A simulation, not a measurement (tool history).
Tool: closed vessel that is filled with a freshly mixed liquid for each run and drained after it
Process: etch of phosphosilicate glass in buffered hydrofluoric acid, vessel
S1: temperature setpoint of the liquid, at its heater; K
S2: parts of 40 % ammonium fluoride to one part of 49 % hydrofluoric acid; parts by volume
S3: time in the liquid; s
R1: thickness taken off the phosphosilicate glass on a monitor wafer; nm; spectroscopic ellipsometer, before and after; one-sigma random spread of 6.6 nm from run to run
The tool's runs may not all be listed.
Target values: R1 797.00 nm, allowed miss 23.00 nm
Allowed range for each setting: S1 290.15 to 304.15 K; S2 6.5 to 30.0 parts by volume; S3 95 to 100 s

Run 1, hour 0.0: S1 296.15 K, S2 18.5 parts by volume, S3 95 s. Result: R1 576.12 nm.
Run 2, hour 2.6: S1 296.15 K, S2 14.5 parts by volume, S3 95 s. Result: R1 721.08 nm.
Run 3, hour 4.1: S1 296.15 K, S2 18.5 parts by volume, S3 95 s. Result: R1 574.18 nm.
Run 4, hour 7.7: S1 296.65 K, S2 18.5 parts by volume, S3 95 s. Result: R1 599.95 nm.
Run 5, hour 11.5: S1 297.15 K, S2 18.5 parts by volume, S3 95 s. Result: R1 606.16 nm.
Run 6, hour 17.9: S1 297.65 K, S2 18.5 parts by volume, S3 95 s. Result: R1 628.25 nm.
Run 7, hour 18.9: S1 298.15 K, S2 18.5 parts by volume, S3 95 s. Result: R1 639.42 nm.
Run 8, hour 24.9: S1 298.65 K, S2 18.5 parts by volume, S3 95 s. Result: R1 649.05 nm.
Run 9, hour 26.5: S1 299.15 K, S2 18.5 parts by volume, S3 95 s. Result: R1 679.05 nm.
Run 10, hour 29.6: S1 299.65 K, S2 18.5 parts by volume, S3 95 s. Result: R1 698.55 nm.

5 candidate next runs follow, results not yet known. Just one meets every target within its allowed miss. Identify it.
Run A, hour 32.7: S1 300.65 K, S2 18.0 parts by volume, S3 95 s. Result: R1 ?.
Run B, hour 32.7: S1 299.65 K, S2 17.0 parts by volume, S3 95 s. Result: R1 ?.
Run C, hour 32.7: S1 302.65 K, S2 20.5 parts by volume, S3 95 s. Result: R1 ?.
Run D, hour 32.7: S1 293.15 K, S2 13.0 parts by volume, S3 100 s. Result: R1 ?.
Run E, hour 32.7: S1 298.15 K, S2 15.0 parts by volume, S3 95 s. Result: R1 ?.

move      R1
   A  757.26
   B  759.21
   C  746.65
   D  727.99
   E  791.76
A: moves toward the targets from the last run without getting all of them in spec
B: moves toward the targets from the last run without getting all of them in spec
C: moves toward the targets from the last run without getting all of them in spec
D: moves toward the targets from the last run without getting all of them in spec
E: every result lands within tolerance
E meets every target.
